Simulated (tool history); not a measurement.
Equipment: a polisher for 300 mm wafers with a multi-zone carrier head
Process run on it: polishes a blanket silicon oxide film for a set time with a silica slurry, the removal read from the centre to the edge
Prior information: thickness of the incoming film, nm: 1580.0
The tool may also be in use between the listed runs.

| run | hour | flow of slurry (ml/min) | pressure of the head's centre zone | pressure of the head's middle zone | pressure of the head's edge zone | abrasive content of the slurry | polishing time (s) | film removed at the wafer's centre (angstrom) | film removed at mid-radius (angstrom) | film removed at the wafer's edge (angstrom) |
|---|---|---|---|---|---|---|---|---|---|---|
| 1 | 0 | 160 | 1 | 1 | 1 | 1 | 38 | 1222.7 | 1222.9 | 1207.2 |
| 2 | 1.7 | 160 | 1 | 1 | 1 | 0.9 | 38 | 1162.8 | 1138.7 | 1155.1 |
| 3 | 6.3 | 160 | 1 | 0.93 | 1 | 0.9 | 38 | 1156.1 | 1108.2 | 1145 |
| 4 | 15.1 | 155 | 1 | 0.93 | 1 | 0.9 | 38 | 1159.9 | 1105.1 | 1152.1 |
| 5 | 20.8 | 150 | 1 | 0.93 | 0.99 | 0.9 | 38 | 1154.4 | 1098.7 | 1135.7 |
| 6 | 25.1 | 150 | 1 | 0.93 | 0.99 | 1.05 | 38 | 1218.4 | 1180.8 | 1221.1 |
| 7 | 34.1 | 145 | 0.99 | 0.92 | 0.97 | 1.05 | 38 | 1208 | 1191.5 | 1210.2 |
| 8 | 36.3 | 110 | 0.96 | 0.84 | 0.9 | 0.9 | 38 | 1015.3 | 989.34 | 1041.6 |

Estimate the outcome of run 9 from the log above:
| 9 | 40.6 | 115 | 0.96 | 0.85 | 0.9 | 0.9 | 38 | ? | ? | ? |

Logged for run 9: film removed at the wafer's centre (angstrom) 1039, film removed at mid-radius (angstrom) 998.12, film removed at the wafer's edge (angstrom) 1046.6.

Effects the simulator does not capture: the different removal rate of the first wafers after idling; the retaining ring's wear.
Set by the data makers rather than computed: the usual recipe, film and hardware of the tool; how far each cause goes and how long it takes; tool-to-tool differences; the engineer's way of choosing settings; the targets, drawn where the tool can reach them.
